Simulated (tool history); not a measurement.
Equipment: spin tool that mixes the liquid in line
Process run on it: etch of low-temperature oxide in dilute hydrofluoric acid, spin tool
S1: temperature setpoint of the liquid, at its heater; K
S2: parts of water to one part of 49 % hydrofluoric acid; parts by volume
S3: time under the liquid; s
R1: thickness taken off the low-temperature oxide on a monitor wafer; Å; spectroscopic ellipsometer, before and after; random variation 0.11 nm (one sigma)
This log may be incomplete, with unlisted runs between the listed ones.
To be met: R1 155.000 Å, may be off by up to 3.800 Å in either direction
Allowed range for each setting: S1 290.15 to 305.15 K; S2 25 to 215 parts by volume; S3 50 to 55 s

Run 1, hour 0.0: S1 297.15 K, S2 120 parts by volume, S3 50 s. Result: R1 55.170 Å.
Run 2, hour 8.7: S1 297.15 K, S2 120 parts by volume, S3 50 s. Result: R1 55.618 Å.
Run 3, hour 12.3: S1 299.15 K, S2 100 parts by volume, S3 50 s. Result: R1 73.432 Å.
Run 4, hour 18.2: S1 300.65 K, S2 85 parts by volume, S3 50 s. Result: R1 94.253 Å.
Run 5, hour 22.4: S1 300.65 K, S2 45 parts by volume, S3 50 s. Result: R1 189.680 Å.
Run 6, hour 29.0: S1 298.65 K, S2 45 parts by volume, S3 50 s. Result: R1 173.280 Å.
Run 7, hour 30.0: S1 297.65 K, S2 45 parts by volume, S3 50 s. Result: R1 168.040 Å.
Run 8, hour 37.0: S1 297.15 K, S2 45 parts by volume, S3 50 s. Result: R1 163.230 Å.

Next run, 5 choices. One meets every target within its allowed miss, the rest don't. Which?
Run A, hour 44.0: S1 302.15 K, S2 60 parts by volume, S3 55 s. Result: R1 ?.
Run B, hour 44.0: S1 298.65 K, S2 50 parts by volume, S3 50 s. Result: R1 ?.
Run C, hour 44.0: S1 296.65 K, S2 45 parts by volume, S3 55 s. Result: R1 ?.
Run D, hour 44.0: S1 297.65 K, S2 50 parts by volume, S3 55 s. Result: R1 ?.
Run E, hour 44.0: S1 294.65 K, S2 40 parts by volume, S3 50 s. Result: R1 ?.

move       R1
   A  161.020
   B  154.940
   C  175.620
   D  163.620
   E  166.240
A: closes in on the targets versus the last run, not all within tolerance yet
B: all results in spec
C: lands further from the targets than the last run did
D: about as far from the targets as the last run
E: lands further from the targets than the last run did
Answer: B
